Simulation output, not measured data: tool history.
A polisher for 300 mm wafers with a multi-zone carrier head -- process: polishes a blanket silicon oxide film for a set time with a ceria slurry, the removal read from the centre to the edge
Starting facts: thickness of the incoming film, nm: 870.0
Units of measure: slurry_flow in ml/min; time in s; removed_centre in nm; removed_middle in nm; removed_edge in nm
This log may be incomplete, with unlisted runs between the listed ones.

run,hour,slurry_flow,centre_zone,middle_zone,edge_zone,time,removed_centre,removed_middle,removed_edge
1,0.0,275,1.00,1.00,1.00,31,171.51,166.40,173.48
2,8.8,285,1.01,1.03,1.05,32,184.64,176.86,182.71
3,17.0,285,1.05,1.03,1.05,32,189.54,177.93,183.77
4,19.1,285,1.05,1.03,1.09,32,188.05,180.37,187.12
5,25.4,285,1.05,1.11,1.09,32,188.15,189.43,188.78
6,32.3,285,1.11,1.11,1.09,32,201.19,189.93,187.61

Expected results for the next run?
7,35.4,290,1.09,1.10,1.12,33,?,?,?

Logged for run 7: removed_centre 201.89 nm, removed_middle 193.64 nm, removed_edge 192.04 nm.

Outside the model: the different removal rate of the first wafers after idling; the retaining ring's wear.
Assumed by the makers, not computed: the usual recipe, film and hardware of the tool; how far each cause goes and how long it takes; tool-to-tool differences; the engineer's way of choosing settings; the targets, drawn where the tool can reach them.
